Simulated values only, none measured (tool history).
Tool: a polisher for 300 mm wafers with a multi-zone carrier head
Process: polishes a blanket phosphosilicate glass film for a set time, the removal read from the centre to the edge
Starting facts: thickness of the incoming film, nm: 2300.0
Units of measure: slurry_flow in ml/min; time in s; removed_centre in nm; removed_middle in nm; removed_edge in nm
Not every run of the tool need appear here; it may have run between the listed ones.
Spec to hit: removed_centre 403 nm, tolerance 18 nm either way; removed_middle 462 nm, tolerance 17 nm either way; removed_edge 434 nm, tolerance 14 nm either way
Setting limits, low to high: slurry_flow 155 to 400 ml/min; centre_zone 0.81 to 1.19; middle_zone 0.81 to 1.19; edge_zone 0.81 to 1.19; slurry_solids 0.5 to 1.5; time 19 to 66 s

| run | hour | slurry_flow | centre_zone | middle_zone | edge_zone | slurry_solids | time | removed_centre | removed_middle | removed_edge |
|---|---|---|---|---|---|---|---|---|---|---|
| 1 | 0 | 255 | 1 | 1 | 1 | 1 | 42 | 296.06 | 290.33 | 291.84 |
| 2 | 5.1 | 260 | 0.99 | 1.04 | 1.03 | 1.15 | 43 | 317.41 | 319.74 | 330.58 |
| 3 | 9.8 | 270 | 0.98 | 1.08 | 1.01 | 1.25 | 44 | 334.64 | 360.23 | 343.47 |
| 4 | 16.9 | 270 | 0.98 | 1.08 | 1.01 | 1.25 | 49 | 376.74 | 400.46 | 376.07 |
| 5 | 21.5 | 270 | 1.05 | 1.08 | 1.01 | 1.25 | 49 | 410.57 | 394.47 | 383.26 |
| 6 | 30.4 | 270 | 1.05 | 1.08 | 1.01 | 1.4 | 49 | 415.17 | 421.18 | 401.32 |
| 7 | 37.2 | 275 | 1.03 | 1.09 | 1.03 | 1.4 | 49 | 417.98 | 420.73 | 403.54 |
| 8 | 45.8 | 270 | 1 | 1.1 | 1.05 | 1.45 | 49 | 401.2 | 433.59 | 412.43 |
| 9 | 48.7 | 275 | 0.99 | 1.11 | 1.06 | 1.45 | 49 | 399.03 | 443.86 | 411.68 |
| 10 | 51.4 | 275 | 0.99 | 1.11 | 1.07 | 1.45 | 49 | 409.79 | 445.8 | 419.49 |
| 11 | 52 | 275 | 0.98 | 1.11 | 1.08 | 1.45 | 49 | 388.78 | 438.28 | 417.63 |
| 12 | 53.7 | 280 | 0.98 | 1.12 | 1.09 | 1.45 | 49 | 407.11 | 431.54 | 420.87 |

Pick the move, out of 5, that brings all results within their allowed miss; only one does.
| A | 55.4 | 290 | 1.02 | 1.12 | 1.19 | 1.45 | 47 | ? | ? | ? |
| B | 55.4 | 325 | 1.09 | 1.08 | 1.17 | 1.1 | 54 | ? | ? | ? |
| C | 55.4 | 260 | 1 | 1.07 | 1.18 | 1.45 | 47 | ? | ? | ? |
| D | 55.4 | 280 | 0.98 | 1.13 | 1.11 | 1.4 | 51 | ? | ? | ? |
| E | 55.4 | 285 | 0.97 | 1.1 | 1.12 | 1.4 | 49 | ? | ? | ? |

| move | removed_centre | removed_middle | removed_edge |
|---|---|---|---|
| A | 403.07 | 425.14 | 424.79 |
| B | 442.03 | 425.09 | 433.89 |
| C | 392.53 | 405.87 | 420.81 |
| D | 415.12 | 457.73 | 437.89 |
| E | 395.6 | 430.27 | 423.2 |
A: further off than the last run
B: further off than the last run
C: further off than the last run
D: in spec on every target
E: roughly where the last run was
The move that meets every target is D.
